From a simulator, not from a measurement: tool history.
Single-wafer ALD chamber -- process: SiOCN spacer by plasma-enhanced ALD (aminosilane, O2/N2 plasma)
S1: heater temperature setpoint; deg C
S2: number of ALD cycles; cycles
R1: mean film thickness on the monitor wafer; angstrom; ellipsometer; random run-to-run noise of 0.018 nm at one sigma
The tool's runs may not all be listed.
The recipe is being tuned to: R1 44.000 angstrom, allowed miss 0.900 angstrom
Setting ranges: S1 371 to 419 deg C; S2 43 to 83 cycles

run  hour   S1  S2      R1
  1   0.0  395  63  36.116
  2   5.5  388  63  35.893
  3  12.6  378  63  35.806
  4  19.7  378  54  30.788
  5  23.4  387  54  30.678
  6  30.8  391  54  30.923
     32.5  -- thermocouple changed; heater temperature recalibrated
  7  32.5  391  61  34.885
  8  34.1  391  66  37.847
  9  42.7  391  69  39.386
 10  48.6  391  71  40.687
 11  56.4  391  73  41.461

Which one of the following 4 next-run settings gets every result inside its allowed miss? There is exactly one.
  A  64.2  391  74   ?
  B  64.2  395  80   ?
  C  64.2  404  78   ?
  D  64.2  390  80   ?

move      R1
   A  42.144
   B  45.561
   C  43.722
   D  45.561
A: an improvement on the last run, though not all results are within tolerance
B: the result that was furthest off in the last run now lies on the other side of its target
C: hits every target within its allowed miss
D: the result that was furthest off in the last run now lies on the other side of its target
So the answer is move C, the one that meets all the targets.
